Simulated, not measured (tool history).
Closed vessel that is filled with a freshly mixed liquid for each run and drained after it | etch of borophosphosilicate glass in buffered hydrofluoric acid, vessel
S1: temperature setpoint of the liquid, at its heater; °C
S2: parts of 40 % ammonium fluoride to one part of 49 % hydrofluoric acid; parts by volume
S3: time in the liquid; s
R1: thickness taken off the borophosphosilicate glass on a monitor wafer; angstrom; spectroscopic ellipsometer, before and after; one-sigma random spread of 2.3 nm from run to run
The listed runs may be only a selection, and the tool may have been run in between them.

Run 1, hour 0: S1 24 °C, S2 17 parts by volume, S3 90 s. Result: R1 1151.5 angstrom.
Run 2, hour 1.5: S1 25.5 °C, S2 16 parts by volume, S3 90 s. Result: R1 1322.6 angstrom.
Run 3, hour 7.4: S1 26.5 °C, S2 15 parts by volume, S3 90 s. Result: R1 1499.5 angstrom.
Run 4, hour 11.5: S1 27.5 °C, S2 14.5 parts by volume, S3 90 s. Result: R1 1618.6 angstrom.
Run 5, hour 15.3: S1 28.5 °C, S2 14 parts by volume, S3 90 s. Result: R1 1804.3 angstrom.
Run 6, hour 20.4: S1 28.5 °C, S2 14 parts by volume, S3 90 s. Result: R1 1790.1 angstrom.
Run 7, hour 26: S1 29 °C, S2 14 parts by volume, S3 90 s. Result: R1 1826.9 angstrom.
Run 8, hour 28.9: S1 29.5 °C, S2 13.5 parts by volume, S3 90 s. Result: R1 1958.3 angstrom.

Forecast run 9:
Run 9, hour 31.2: S1 30 °C, S2 13.5 parts by volume, S3 90 s. Result: R1 ?.

R1: 1993.4 angstrom
